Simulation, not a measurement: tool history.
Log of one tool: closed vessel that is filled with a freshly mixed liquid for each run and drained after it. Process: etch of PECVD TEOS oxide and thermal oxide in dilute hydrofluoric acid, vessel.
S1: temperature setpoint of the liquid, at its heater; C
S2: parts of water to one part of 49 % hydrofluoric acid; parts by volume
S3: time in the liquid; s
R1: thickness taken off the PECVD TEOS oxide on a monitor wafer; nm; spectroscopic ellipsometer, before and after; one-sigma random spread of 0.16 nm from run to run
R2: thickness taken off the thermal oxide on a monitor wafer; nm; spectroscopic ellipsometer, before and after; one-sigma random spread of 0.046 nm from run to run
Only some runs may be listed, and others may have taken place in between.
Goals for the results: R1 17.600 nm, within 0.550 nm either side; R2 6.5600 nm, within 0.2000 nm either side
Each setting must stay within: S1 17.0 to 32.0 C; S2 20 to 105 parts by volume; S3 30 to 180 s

run 1 hour=0.0 | S1=24.0 S2=55 S3=90 | R1=22.602 R2=8.6255
run 2 hour=5.7 | S1=22.5 S2=55 S3=90 | R1=22.051 R2=8.0450
run 3 hour=9.6 | S1=22.5 S2=55 S3=55 | R1=13.379 R2=4.9925
run 4 hour=17.4 | S1=23.0 S2=55 S3=55 | R1=13.577 R2=5.0861
run 5 hour=19.6 | S1=23.5 S2=55 S3=55 | R1=13.912 R2=5.1632
run 6 hour=22.2 | S1=23.5 S2=55 S3=80 | R1=20.044 R2=7.4654
run 7 hour=30.8 | S1=23.0 S2=55 S3=80 | R1=19.756 R2=7.3469
run 8 hour=33.7 | S1=22.5 S2=55 S3=80 | R1=18.972 R2=7.1863
run 9 hour=38.1 | S1=22.0 S2=55 S3=80 | R1=18.732 R2=6.9822

5 candidate next runs follow, results not yet known. Just one meets every target within its allowed miss. Identify it.
run A hour=42.5 | S1=17.0 S2=50 S3=90 | R1=? R2=?
run B hour=42.5 | S1=28.0 S2=70 S3=70 | R1=? R2=?
run C hour=42.5 | S1=22.0 S2=65 S3=95 | R1=? R2=?
run D hour=42.5 | S1=24.0 S2=55 S3=65 | R1=? R2=?
run E hour=42.5 | S1=20.0 S2=60 S3=90 | R1=? R2=?

move=A R1=18.736 R2=7.1355
move=B R1=15.991 R2=6.0902
move=C R1=18.479 R2=7.0375
move=D R1=16.433 R2=6.2583
move=E R1=17.551 R2=6.6842
A: further off than the last run
B: the result that was furthest off in the last run now lies on the other side of its target
C: further off than the last run
D: the result that was furthest off in the last run now lies on the other side of its target
E: each result inside its tolerance
The right move is E.
